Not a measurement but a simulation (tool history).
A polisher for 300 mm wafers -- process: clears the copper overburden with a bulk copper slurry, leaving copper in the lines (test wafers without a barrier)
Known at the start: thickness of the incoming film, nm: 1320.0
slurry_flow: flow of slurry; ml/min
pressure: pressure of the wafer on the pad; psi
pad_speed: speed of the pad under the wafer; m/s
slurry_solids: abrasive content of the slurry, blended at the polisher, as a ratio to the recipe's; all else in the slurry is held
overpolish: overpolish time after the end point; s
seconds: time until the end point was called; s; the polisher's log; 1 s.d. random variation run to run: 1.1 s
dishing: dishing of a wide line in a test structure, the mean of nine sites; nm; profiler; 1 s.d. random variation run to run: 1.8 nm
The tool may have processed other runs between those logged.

run	hour	slurry_flow	pressure	pad_speed	slurry_solids	overpolish	seconds	dishing
1	0	245	3.3	1.3	1	14	122.32	66.077
2	6.7	245	3.3	1.18	1	14	132.45	61.245
3	14.5	245	3.3	1.18	0.8	14	140.65	60.028
4	21.6	245	3.5	1.22	0.8	14	126.16	63.241
5	24.8	245	3.7	1.24	0.8	14	121.48	64.902
6	27.8	245	3.9	1.3	0.8	13	110.85	62.969
7	34.6	245	4.1	1.34	0.8	13	100.36	66.351
8	38.2	245	4.2	1.38	0.8	13	97.338	70.172
9	39.9	245	4.3	1.42	0.8	13	91.313	70.803

Run 10 is up next; what results do you expect?
10	43.1	245	4.4	1.44	0.8	13	?	?

seconds: 88.667 s
dishing: 70.902 nm
